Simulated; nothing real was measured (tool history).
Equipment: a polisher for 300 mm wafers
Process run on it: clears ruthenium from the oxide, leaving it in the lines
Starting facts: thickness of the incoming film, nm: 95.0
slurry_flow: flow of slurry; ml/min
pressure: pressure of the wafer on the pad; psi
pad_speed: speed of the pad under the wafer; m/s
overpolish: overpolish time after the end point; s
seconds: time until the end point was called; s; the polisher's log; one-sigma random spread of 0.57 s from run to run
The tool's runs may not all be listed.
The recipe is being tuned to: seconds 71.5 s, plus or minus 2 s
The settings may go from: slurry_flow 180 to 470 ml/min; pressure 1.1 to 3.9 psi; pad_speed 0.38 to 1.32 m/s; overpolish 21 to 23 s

run  hour  slurry_flow  pressure  pad_speed  overpolish  seconds
  1     0          300       2.5       0.84          21   60.518
  2   5.5          300       2.4       0.84          21   63.866
  3  12.1          300       2.3       0.84          21    65.53
  4  16.1          300       1.9       0.84          21   76.064
  5  20.5          300       2.5       0.84          21   60.928
  6    27          300       2.5       0.96          21   55.132
  7  28.3          300       2.4       0.96          21   56.895
  8  29.4          300       2.3       0.96          21   58.313
  9  32.5          300       2.2       0.96          21   61.186

4 candidate next runs follow, results not yet known. Just one meets every target within its allowed miss. Identify it.
  A  35.6          315       1.9        0.9          21        ?
  B  35.6          315       2.1       0.88          23        ?
  C  35.6          340       1.7        0.9          21        ?
  D  35.6          290       2.4       1.06          21        ?

move  seconds
   A   71.156
   B       67
   C   77.085
   D   52.111
A: each result inside its tolerance
B: better than the last run, though not everything is in spec
C: the result that was furthest off in the last run now lies on the other side of its target
D: the biggest miss grows against the last run
Correct choice: A, which meets every target

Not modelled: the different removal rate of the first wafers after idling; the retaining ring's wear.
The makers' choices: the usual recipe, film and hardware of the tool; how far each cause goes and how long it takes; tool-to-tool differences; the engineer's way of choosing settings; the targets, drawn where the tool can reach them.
